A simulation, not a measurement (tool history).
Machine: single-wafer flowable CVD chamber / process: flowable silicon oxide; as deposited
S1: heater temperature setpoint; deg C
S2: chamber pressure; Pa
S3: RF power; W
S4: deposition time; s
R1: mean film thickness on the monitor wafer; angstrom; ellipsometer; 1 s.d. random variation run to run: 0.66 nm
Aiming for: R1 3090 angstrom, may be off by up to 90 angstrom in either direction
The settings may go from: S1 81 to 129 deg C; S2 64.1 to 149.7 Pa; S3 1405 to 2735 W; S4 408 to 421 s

| run | hour | S1 | S2 | S3 | S4 | R1 |
|---|---|---|---|---|---|---|
| 1 | 0 | 105 | 106.9 | 2070 | 408 | 1825.5 |
| 2 | 1.9 | 105 | 117.5 | 2070 | 408 | 1995.1 |
| 3 | 2.5 | 105 | 117.5 | 2260 | 408 | 2028.9 |
| 4 | 6.1 | 102 | 117.6 | 2260 | 408 | 2269.5 |
| 5 | 12.8 | 102 | 117.6 | 2135 | 408 | 2240.4 |
| 6 | 14.2 | 100 | 117.7 | 2135 | 408 | 2430.8 |
| 7 | 20.9 | 98 | 117.9 | 2135 | 408 | 2619 |
| 8 | 22.6 | 97 | 117.9 | 2135 | 408 | 2732.3 |
| 9 | 26.1 | 96 | 117.9 | 2135 | 408 | 2825.2 |
| 10 | 32 | 95 | 117.9 | 2135 | 408 | 2944 |

4 next moves are on the table. One of them brings every result within its allowed miss. Which?
| A | 37.9 | 97 | 124 | 2195 | 413 | ? |
| B | 37.9 | 92 | 103.7 | 2120 | 414 | ? |
| C | 37.9 | 100 | 136.1 | 2535 | 408 | ? |
| D | 37.9 | 88 | 94.7 | 2120 | 408 | ? |

| move | R1 |
|---|---|
| A | 2906.8 |
| B | 2939.4 |
| C | 2861.7 |
| D | 3087.7 |
A: lands further from the targets than the last run did
B: neither nearer nor further off than the last run
C: lands further from the targets than the last run did
D: all results in spec
Move D is the one to make.

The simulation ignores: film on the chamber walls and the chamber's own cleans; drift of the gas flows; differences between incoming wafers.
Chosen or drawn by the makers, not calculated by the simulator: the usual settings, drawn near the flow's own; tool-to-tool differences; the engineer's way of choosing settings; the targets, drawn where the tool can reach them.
